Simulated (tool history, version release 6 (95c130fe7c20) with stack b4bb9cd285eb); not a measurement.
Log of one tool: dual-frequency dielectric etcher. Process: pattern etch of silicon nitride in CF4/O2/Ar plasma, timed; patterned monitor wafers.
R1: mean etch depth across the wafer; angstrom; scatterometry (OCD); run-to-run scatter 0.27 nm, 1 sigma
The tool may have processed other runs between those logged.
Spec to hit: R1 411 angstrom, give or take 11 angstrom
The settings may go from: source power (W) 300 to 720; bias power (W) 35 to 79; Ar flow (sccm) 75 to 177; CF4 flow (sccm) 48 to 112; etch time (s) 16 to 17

{"run": 1, "hour": 0.0, "source power (W)": 510, "bias power (W)": 57, "Ar flow (sccm)": 126, "CF4 flow (sccm)": 80, "etch time (s)": 16, "R1": 311.71}
{"run": 2, "hour": 1.5, "source power (W)": 540, "bias power (W)": 57, "Ar flow (sccm)": 126, "CF4 flow (sccm)": 80, "etch time (s)": 16, "R1": 328.39}
{"run": 3, "hour": 6.7, "source power (W)": 560, "bias power (W)": 57, "Ar flow (sccm)": 126, "CF4 flow (sccm)": 80, "etch time (s)": 16, "R1": 336.99}
{"run": 4, "hour": 9.7, "source power (W)": 560, "bias power (W)": 57, "Ar flow (sccm)": 113, "CF4 flow (sccm)": 80, "etch time (s)": 16, "R1": 347.78}
{"hour": 14.8, "done": "source power generator calibrated"}
{"run": 5, "hour": 14.8, "source power (W)": 560, "bias power (W)": 57, "Ar flow (sccm)": 113, "CF4 flow (sccm)": 72, "etch time (s)": 16, "R1": 329.04}
{"run": 6, "hour": 21.9, "source power (W)": 490, "bias power (W)": 57, "Ar flow (sccm)": 113, "CF4 flow (sccm)": 72, "etch time (s)": 16, "R1": 299}
{"run": 7, "hour": 30.7, "source power (W)": 530, "bias power (W)": 58, "Ar flow (sccm)": 113, "CF4 flow (sccm)": 72, "etch time (s)": 16, "R1": 320.23}
{"run": 8, "hour": 39.1, "source power (W)": 560, "bias power (W)": 58, "Ar flow (sccm)": 113, "CF4 flow (sccm)": 72, "etch time (s)": 16, "R1": 336.82}
{"run": 9, "hour": 46.3, "source power (W)": 580, "bias power (W)": 58, "Ar flow (sccm)": 113, "CF4 flow (sccm)": 72, "etch time (s)": 16, "R1": 346.57}
{"run": 10, "hour": 50.2, "source power (W)": 600, "bias power (W)": 58, "Ar flow (sccm)": 113, "CF4 flow (sccm)": 72, "etch time (s)": 16, "R1": 358.55}
{"run": 11, "hour": 55.8, "source power (W)": 610, "bias power (W)": 58, "Ar flow (sccm)": 113, "CF4 flow (sccm)": 72, "etch time (s)": 16, "R1": 359.69}

Exercise: of the 5 proposed moves below, exactly one satisfies all targets within the stated allowed misses. Which move is it?
{"run": "A", "hour": 61.4, "source power (W)": 640, "bias power (W)": 62, "Ar flow (sccm)": 109, "CF4 flow (sccm)": 59, "etch time (s)": 16.5, "R1": "?"}
{"run": "B", "hour": 61.4, "source power (W)": 670, "bias power (W)": 56, "Ar flow (sccm)": 99, "CF4 flow (sccm)": 65, "etch time (s)": 17, "R1": "?"}
{"run": "C", "hour": 61.4, "source power (W)": 600, "bias power (W)": 41, "Ar flow (sccm)": 120, "CF4 flow (sccm)": 79, "etch time (s)": 16.5, "R1": "?"}
{"run": "D", "hour": 61.4, "source power (W)": 590, "bias power (W)": 59, "Ar flow (sccm)": 115, "CF4 flow (sccm)": 81, "etch time (s)": 17, "R1": "?"}
{"run": "E", "hour": 61.4, "source power (W)": 630, "bias power (W)": 58, "Ar flow (sccm)": 75, "CF4 flow (sccm)": 72, "etch time (s)": 16, "R1": "?"}

move=A R1=392.24
move=B R1=407.79
move=C R1=305.36
move=D R1=378.74
move=E R1=389.46
A: nearer than the last run, and not there yet
B: in spec on every target
C: its largest miss is bigger than the last run's
D: nearer than the last run, and not there yet
E: nearer than the last run, and not there yet
Correct choice: B, which meets every target
